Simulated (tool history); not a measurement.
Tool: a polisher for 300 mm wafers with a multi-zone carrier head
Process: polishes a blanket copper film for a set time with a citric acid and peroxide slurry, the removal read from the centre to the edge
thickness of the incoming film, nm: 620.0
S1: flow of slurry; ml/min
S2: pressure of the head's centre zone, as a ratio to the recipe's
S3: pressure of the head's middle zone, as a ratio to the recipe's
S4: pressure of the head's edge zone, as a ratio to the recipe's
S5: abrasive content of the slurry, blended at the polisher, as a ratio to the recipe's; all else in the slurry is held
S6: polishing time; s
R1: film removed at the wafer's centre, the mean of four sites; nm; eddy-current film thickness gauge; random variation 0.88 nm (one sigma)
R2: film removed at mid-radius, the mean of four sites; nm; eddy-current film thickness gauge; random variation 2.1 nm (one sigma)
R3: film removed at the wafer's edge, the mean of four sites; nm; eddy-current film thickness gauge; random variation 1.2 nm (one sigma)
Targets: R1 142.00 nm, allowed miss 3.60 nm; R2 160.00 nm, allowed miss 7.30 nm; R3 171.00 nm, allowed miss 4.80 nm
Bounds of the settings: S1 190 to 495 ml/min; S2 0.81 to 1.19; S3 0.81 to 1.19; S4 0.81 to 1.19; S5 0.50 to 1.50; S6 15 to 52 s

| run | hour | S1 | S2 | S3 | S4 | S5 | S6 | R1 | R2 | R3 |
|---|---|---|---|---|---|---|---|---|---|---|
| 1 | 0.0 | 320 | 1.00 | 1.00 | 1.00 | 1.00 | 33 | 111.57 | 115.84 | 107.75 |
| 2 | 2.3 | 315 | 0.98 | 0.99 | 1.02 | 1.05 | 34 | 115.01 | 120.02 | 113.70 |
| 3 | 5.9 | 315 | 0.98 | 0.99 | 1.02 | 1.05 | 41 | 138.28 | 145.48 | 135.89 |
| 4 | 8.6 | 315 | 0.94 | 0.99 | 1.02 | 1.05 | 41 | 133.29 | 143.54 | 137.77 |
| 5 | 16.7 | 245 | 0.94 | 0.99 | 1.02 | 1.05 | 41 | 130.53 | 138.00 | 134.51 |
| 6 | 21.0 | 255 | 0.93 | 0.99 | 1.04 | 1.10 | 41 | 130.57 | 140.61 | 139.76 |
| 7 | 27.1 | 265 | 0.93 | 0.99 | 1.06 | 1.15 | 41 | 131.30 | 141.23 | 140.70 |
| 8 | 27.9 | 270 | 0.92 | 0.99 | 1.08 | 1.20 | 41 | 133.93 | 144.26 | 145.29 |
| 9 | 31.6 | 280 | 0.91 | 0.99 | 1.09 | 1.25 | 41 | 134.00 | 148.08 | 148.43 |
| 10 | 36.2 | 290 | 0.91 | 0.98 | 1.10 | 1.30 | 41 | 135.36 | 146.28 | 149.08 |
| 11 | 39.0 | 290 | 0.90 | 0.98 | 1.11 | 1.30 | 41 | 133.90 | 149.80 | 152.64 |
| 12 | 43.5 | 300 | 0.90 | 0.97 | 1.12 | 1.30 | 41 | 135.27 | 145.22 | 151.60 |
| 13 | 50.5 | 270 | 0.85 | 0.98 | 1.19 | 1.50 | 43 | 139.26 | 162.53 | 168.26 |
| 14 | 57.2 | 280 | 0.85 | 0.96 | 1.19 | 1.50 | 43 | 138.49 | 159.29 | 170.97 |

Which of these 4 next moves meets every target?
| A | 63.9 | 290 | 0.83 | 0.87 | 1.19 | 1.45 | 43 | ? | ? | ? |
| B | 63.9 | 295 | 0.87 | 0.96 | 1.18 | 1.50 | 43 | ? | ? | ? |
| C | 63.9 | 290 | 0.81 | 0.99 | 1.19 | 1.40 | 44 | ? | ? | ? |
| D | 63.9 | 205 | 0.91 | 1.01 | 1.16 | 1.50 | 42 | ? | ? | ? |

| move | R1 | R2 | R3 |
|---|---|---|---|
| A | 133.97 | 149.66 | 170.81 |
| B | 142.13 | 160.60 | 171.89 |
| C | 132.47 | 164.03 | 172.79 |
| D | 141.23 | 157.80 | 163.44 |
A: further off than the last run
B: meets every target
C: further off than the last run
D: brings the result that was furthest off to its target, and leaves another outside
Move B is the one to make.
